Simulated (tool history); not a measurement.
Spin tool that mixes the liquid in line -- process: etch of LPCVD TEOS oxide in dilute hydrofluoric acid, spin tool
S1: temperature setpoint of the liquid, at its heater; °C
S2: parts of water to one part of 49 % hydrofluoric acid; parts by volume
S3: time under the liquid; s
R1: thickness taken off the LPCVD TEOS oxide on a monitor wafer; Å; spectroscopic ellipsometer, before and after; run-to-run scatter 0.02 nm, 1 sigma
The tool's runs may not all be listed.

run,hour,S1,S2,S3,R1
1,0.0,23,160,30,44.458
2,2.4,20,160,30,39.019
3,3.5,20,160,30,39.206
4,6.0,18,160,30,36.858
5,12.2,18,165,30,34.731
6,20.3,18,130,30,46.136
7,24.2,18,130,30,45.959
8,28.9,18,140,30,42.473
9,36.1,18,150,30,39.182
10,39.9,18,155,30,37.736

Expected results for the next run?
11,47.8,18,160,30,?

{"run 11": {"R1": 36.112}}
